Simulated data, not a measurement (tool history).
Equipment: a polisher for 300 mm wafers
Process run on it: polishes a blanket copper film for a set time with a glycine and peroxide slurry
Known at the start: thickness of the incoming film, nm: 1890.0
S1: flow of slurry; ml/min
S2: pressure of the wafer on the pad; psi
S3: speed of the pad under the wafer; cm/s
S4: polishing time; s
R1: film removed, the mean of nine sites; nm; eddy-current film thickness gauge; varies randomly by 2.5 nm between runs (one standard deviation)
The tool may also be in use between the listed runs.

Run 1, hour 0.0: S1 175 ml/min, S2 3.0 psi, S3 84 cm/s, S4 113 s. Result: R1 572.44 nm.
Run 2, hour 3.7: S1 175 ml/min, S2 3.0 psi, S3 84 cm/s, S4 119 s. Result: R1 613.46 nm.
Run 3, hour 7.0: S1 175 ml/min, S2 3.0 psi, S3 84 cm/s, S4 113 s. Result: R1 568.87 nm.
Run 4, hour 11.6: S1 175 ml/min, S2 3.0 psi, S3 84 cm/s, S4 119 s. Result: R1 604.92 nm.
Run 5, hour 17.7: S1 175 ml/min, S2 3.0 psi, S3 84 cm/s, S4 113 s. Result: R1 580.17 nm.
Run 6, hour 26.2: S1 175 ml/min, S2 3.3 psi, S3 84 cm/s, S4 113 s. Result: R1 623.48 nm.
Run 7, hour 33.5: S1 170 ml/min, S2 3.0 psi, S3 84 cm/s, S4 113 s. Result: R1 569.91 nm.

For run 8, what comes out?
Run 8, hour 40.3: S1 165 ml/min, S2 2.7 psi, S3 84 cm/s, S4 113 s. Result: R1 ?.

{"run 8": {"R1": 520.16}}

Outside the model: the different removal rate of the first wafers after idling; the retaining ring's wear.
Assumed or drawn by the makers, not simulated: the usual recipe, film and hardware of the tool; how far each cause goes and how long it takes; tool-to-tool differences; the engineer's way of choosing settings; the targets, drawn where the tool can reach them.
